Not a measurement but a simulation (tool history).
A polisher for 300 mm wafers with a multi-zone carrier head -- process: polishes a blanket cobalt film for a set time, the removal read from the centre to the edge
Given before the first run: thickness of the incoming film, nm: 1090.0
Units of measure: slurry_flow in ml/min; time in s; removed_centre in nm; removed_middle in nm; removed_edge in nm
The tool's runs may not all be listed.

run  hour  slurry_flow  centre_zone  middle_zone  edge_zone  time  removed_centre  removed_middle  removed_edge
  1     0          225            1            1          1    77          311.77          315.86         320.2
  2   5.3          220         0.97         1.01       0.97    75           291.2          305.07        296.91
  3    11          220         0.97         1.01       0.97    87          339.45          361.68         346.5
  4  13.1          220         0.97         1.01        0.9    87          346.54          358.24        336.16
  5  21.3          210         0.93         1.01       0.89    84          318.22          341.47        320.07
  6  26.8          205          0.9         1.02       0.88    81          292.13          337.22        308.73

What does the tool deliver on the next run?
  7    34          200         0.89         1.02       0.87    78               ?               ?             ?

removed_centre: 277.23 nm
removed_middle: 317.03 nm
removed_edge: 291.5 nm
